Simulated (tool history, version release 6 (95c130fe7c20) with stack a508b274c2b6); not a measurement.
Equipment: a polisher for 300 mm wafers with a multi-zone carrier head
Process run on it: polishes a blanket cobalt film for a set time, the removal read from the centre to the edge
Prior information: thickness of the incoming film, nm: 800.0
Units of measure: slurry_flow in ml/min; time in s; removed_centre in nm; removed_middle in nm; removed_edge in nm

run 1 hour=0.0 | slurry_flow=275 centre_zone=1.00 middle_zone=1.00 edge_zone=1.00 time=54 | removed_centre=269.15 removed_middle=306.01 removed_edge=310.39
run 2 hour=2.4 | slurry_flow=315 centre_zone=1.00 middle_zone=1.00 edge_zone=1.00 time=54 | removed_centre=270.82 removed_middle=312.84 removed_edge=314.90
run 3 hour=8.0 | slurry_flow=315 centre_zone=1.00 middle_zone=1.00 edge_zone=0.92 time=54 | removed_centre=275.73 removed_middle=310.92 removed_edge=300.07
run 4 hour=15.6 | slurry_flow=300 centre_zone=1.00 middle_zone=0.97 edge_zone=0.92 time=52 | removed_centre=258.77 removed_middle=290.27 removed_edge=290.63
-- hour=21.0 centre zone pressure recalibrated
run 5 hour=21.0 | slurry_flow=300 centre_zone=0.92 middle_zone=0.97 edge_zone=0.92 time=52 | removed_centre=272.29 removed_middle=292.50 removed_edge=288.41
run 6 hour=21.8 | slurry_flow=300 centre_zone=0.92 middle_zone=0.93 edge_zone=0.92 time=52 | removed_centre=275.75 removed_middle=285.48 removed_edge=293.04
run 7 hour=27.7 | slurry_flow=285 centre_zone=0.92 middle_zone=0.91 edge_zone=0.92 time=50 | removed_centre=262.06 removed_middle=264.62 removed_edge=281.17
run 8 hour=28.7 | slurry_flow=275 centre_zone=0.93 middle_zone=0.90 edge_zone=0.91 time=49 | removed_centre=252.43 removed_middle=255.00 removed_edge=271.14
run 9 hour=33.3 | slurry_flow=265 centre_zone=0.92 middle_zone=0.89 edge_zone=0.90 time=48 | removed_centre=245.94 removed_middle=250.47 removed_edge=260.56

What will run 10 give?
run 10 hour=40.8 | slurry_flow=280 centre_zone=0.92 middle_zone=0.88 edge_zone=0.90 time=47 | removed_centre=? removed_middle=? removed_edge=?

Logged for run 10: removed_centre 243.40 nm, removed_middle 243.72 nm, removed_edge 257.39 nm.
